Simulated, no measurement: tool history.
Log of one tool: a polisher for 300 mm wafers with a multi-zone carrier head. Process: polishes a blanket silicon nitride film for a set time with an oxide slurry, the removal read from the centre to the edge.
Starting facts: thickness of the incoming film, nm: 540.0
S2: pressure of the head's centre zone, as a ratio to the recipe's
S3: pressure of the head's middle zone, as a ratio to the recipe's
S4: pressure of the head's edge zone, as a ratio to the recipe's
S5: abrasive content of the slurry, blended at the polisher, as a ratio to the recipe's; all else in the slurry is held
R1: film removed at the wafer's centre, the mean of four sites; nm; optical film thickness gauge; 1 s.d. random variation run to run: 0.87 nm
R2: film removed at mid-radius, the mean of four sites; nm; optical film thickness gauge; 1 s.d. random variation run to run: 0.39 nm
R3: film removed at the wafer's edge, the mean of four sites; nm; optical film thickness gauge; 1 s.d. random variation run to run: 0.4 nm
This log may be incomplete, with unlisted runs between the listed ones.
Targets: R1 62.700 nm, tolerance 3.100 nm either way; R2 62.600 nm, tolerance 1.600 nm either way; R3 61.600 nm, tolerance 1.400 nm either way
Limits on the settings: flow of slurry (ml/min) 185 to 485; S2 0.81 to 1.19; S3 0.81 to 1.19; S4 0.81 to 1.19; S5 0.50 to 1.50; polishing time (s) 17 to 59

run 1 day=0.000 | flow_of_slurry_(ml/min)=310 S2=1.00 S3=1.00 S4=1.00 S5=1.00 polishing_time_(s)=38 | R1=41.607 R2=41.324 R3=41.813
run 2 day=0.350 | flow_of_slurry_(ml/min)=280 S2=1.00 S3=1.00 S4=1.00 S5=1.00 polishing_time_(s)=38 | R1=41.055 R2=41.510 R3=41.758
run 3 day=0.421 | flow_of_slurry_(ml/min)=280 S2=1.00 S3=1.00 S4=0.94 S5=1.00 polishing_time_(s)=38 | R1=41.833 R2=42.008 R3=40.147
run 4 day=0.612 | flow_of_slurry_(ml/min)=280 S2=1.00 S3=0.95 S4=0.94 S5=1.00 polishing_time_(s)=38 | R1=41.011 R2=40.056 R3=40.476
run 5 day=0.921 | flow_of_slurry_(ml/min)=280 S2=1.00 S3=0.95 S4=0.89 S5=1.00 polishing_time_(s)=38 | R1=41.314 R2=40.395 R3=39.581
run 6 day=1.175 | flow_of_slurry_(ml/min)=290 S2=1.01 S3=0.98 S4=0.94 S5=1.10 polishing_time_(s)=39 | R1=45.555 R2=44.066 R3=44.221
run 7 day=1.396 | flow_of_slurry_(ml/min)=355 S2=1.07 S3=1.08 S4=1.04 S5=1.35 polishing_time_(s)=40 | R1=53.808 R2=54.978 R3=52.357
run 8 day=1.521 | flow_of_slurry_(ml/min)=355 S2=1.08 S3=1.09 S4=1.07 S5=1.40 polishing_time_(s)=40 | R1=55.697 R2=55.703 R3=53.845

Exactly one of the 4 candidate moves below puts every result within its allowed miss. Which one?
run A day=1.646 | flow_of_slurry_(ml/min)=295 S2=0.94 S3=1.07 S4=1.12 S5=1.50 polishing_time_(s)=48 | R1=? R2=? R3=?
run B day=1.646 | flow_of_slurry_(ml/min)=275 S2=1.05 S3=0.97 S4=1.19 S5=1.50 polishing_time_(s)=46 | R1=? R2=? R3=?
run C day=1.646 | flow_of_slurry_(ml/min)=385 S2=1.03 S3=1.10 S4=1.15 S5=1.45 polishing_time_(s)=46 | R1=? R2=? R3=?
run D day=1.646 | flow_of_slurry_(ml/min)=465 S2=1.03 S3=1.05 S4=1.05 S5=1.50 polishing_time_(s)=44 | R1=? R2=? R3=?

move=A R1=59.448 R2=66.639 R3=66.263
move=B R1=63.089 R2=58.841 R3=65.203
move=C R1=63.411 R2=65.982 R3=64.761
move=D R1=62.357 R2=62.591 R3=60.610
A: takes the biggest miss from the last run beyond its target
B: takes the biggest miss from the last run beyond its target
C: takes the biggest miss from the last run beyond its target
D: hits every target within its allowed miss
The right move is D.

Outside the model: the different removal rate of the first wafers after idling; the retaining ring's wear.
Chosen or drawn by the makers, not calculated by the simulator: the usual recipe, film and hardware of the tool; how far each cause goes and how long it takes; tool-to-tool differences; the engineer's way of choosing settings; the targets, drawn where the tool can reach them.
